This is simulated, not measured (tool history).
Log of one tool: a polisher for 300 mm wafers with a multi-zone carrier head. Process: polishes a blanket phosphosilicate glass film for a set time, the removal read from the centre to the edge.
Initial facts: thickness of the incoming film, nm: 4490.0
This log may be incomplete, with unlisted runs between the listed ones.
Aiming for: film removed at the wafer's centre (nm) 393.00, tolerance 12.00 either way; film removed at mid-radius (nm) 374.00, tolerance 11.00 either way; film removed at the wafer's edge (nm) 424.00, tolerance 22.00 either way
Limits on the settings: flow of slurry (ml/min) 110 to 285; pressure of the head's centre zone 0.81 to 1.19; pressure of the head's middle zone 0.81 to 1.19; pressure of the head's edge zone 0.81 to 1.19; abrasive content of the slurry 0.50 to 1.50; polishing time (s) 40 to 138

run,day,flow of slurry (ml/min),pressure of the head's centre zone,pressure of the head's middle zone,pressure of the head's edge zone,abrasive content of the slurry,polishing time (s),film removed at the wafer's centre (nm),film removed at mid-radius (nm),film removed at the wafer's edge (nm)
1,0.000,180,1.00,1.00,1.00,1.00,88,878.03,891.19,888.60
2,0.029,170,0.99,0.97,0.99,0.90,80,723.43,729.63,744.47
3,0.362,170,0.91,0.97,0.99,0.90,80,672.76,734.38,742.60
4,0.671,170,0.91,0.97,1.03,0.90,80,668.99,735.26,772.69
5,0.904,170,0.85,0.97,1.03,0.90,80,633.39,727.41,745.56
6,1.042,170,0.85,0.90,1.03,0.90,80,638.53,692.00,774.61
7,1.292,165,0.86,0.88,1.00,0.80,75,549.09,585.15,639.42
8,1.325,155,0.88,0.87,1.00,0.75,73,508.48,516.14,574.29
9,1.658,145,0.88,0.86,0.99,0.70,73,466.55,476.89,549.94

Which of these 5 next moves meets every target?
A,1.992,150,0.82,0.92,0.99,0.75,59,?,?,?
B,1.992,145,0.93,0.84,0.96,0.65,63,?,?,?
C,1.992,205,0.98,1.06,0.88,0.80,46,?,?,?
D,1.992,160,0.82,0.90,1.05,0.90,73,?,?,?
E,1.992,255,1.07,0.99,0.81,0.85,41,?,?,?

move,film removed at the wafer's centre (nm),film removed at mid-radius (nm),film removed at the wafer's edge (nm)
A,384.32,428.49,468.04
B,394.46,366.28,426.47
C,391.47,418.24,378.07
D,557.06,608.97,695.15
E,407.60,379.28,348.16
A: better than the last run, though not everything is in spec
B: in spec on every target
C: better than the last run, though not everything is in spec
D: lands further from the targets than the last run did
E: meets the target for the result that was furthest off, but another lies outside its allowed miss
The move that meets every target is B.

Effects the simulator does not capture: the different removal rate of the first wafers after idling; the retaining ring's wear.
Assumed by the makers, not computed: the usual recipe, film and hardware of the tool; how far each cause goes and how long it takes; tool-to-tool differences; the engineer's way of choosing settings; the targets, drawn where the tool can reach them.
